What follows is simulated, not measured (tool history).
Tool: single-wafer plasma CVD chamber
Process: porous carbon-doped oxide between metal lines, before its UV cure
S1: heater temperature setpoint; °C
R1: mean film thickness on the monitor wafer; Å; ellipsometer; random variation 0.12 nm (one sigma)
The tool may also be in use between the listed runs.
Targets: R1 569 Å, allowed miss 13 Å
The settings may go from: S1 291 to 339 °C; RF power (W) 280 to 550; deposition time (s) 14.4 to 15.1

{"run": 1, "hour": 0.0, "S1": 315, "RF power (W)": 415, "deposition time (s)": 15.1, "R1": 652.52}
{"run": 2, "hour": 5.3, "S1": 315, "RF power (W)": 395, "deposition time (s)": 15.1, "R1": 631.72}
{"run": 3, "hour": 9.5, "S1": 323, "RF power (W)": 395, "deposition time (s)": 15.1, "R1": 607.01}
{"run": 4, "hour": 16.0, "S1": 325, "RF power (W)": 390, "deposition time (s)": 15.1, "R1": 593.93}
{"run": 5, "hour": 21.1, "S1": 325, "RF power (W)": 410, "deposition time (s)": 15.1, "R1": 614.97}
{"run": 6, "hour": 23.2, "S1": 327, "RF power (W)": 405, "deposition time (s)": 15.1, "R1": 602.32}
{"run": 7, "hour": 25.3, "S1": 329, "RF power (W)": 405, "deposition time (s)": 15.1, "R1": 596.36}
{"run": 8, "hour": 29.6, "S1": 330, "RF power (W)": 405, "deposition time (s)": 15.1, "R1": 598.07}

Which of these 5 next moves meets every target?
{"run": "A", "hour": 33.9, "S1": 332, "RF power (W)": 440, "deposition time (s)": 14.4, "R1": "?"}
{"run": "B", "hour": 33.9, "S1": 322, "RF power (W)": 355, "deposition time (s)": 14.4, "R1": "?"}
{"run": "C", "hour": 33.9, "S1": 331, "RF power (W)": 420, "deposition time (s)": 15.1, "R1": "?"}
{"run": "D", "hour": 33.9, "S1": 334, "RF power (W)": 370, "deposition time (s)": 14.4, "R1": "?"}
{"run": "E", "hour": 33.9, "S1": 322, "RF power (W)": 380, "deposition time (s)": 14.5, "R1": "?"}

move=A R1=593.08
move=B R1=541.7
move=C R1=605.16
move=D R1=525.91
move=E R1=569.94
A: nearer than the last run, and not there yet
B: takes the result that was furthest off past its target
C: further off than the last run
D: takes the result that was furthest off past its target
E: meets every target
Move E is the one to make.
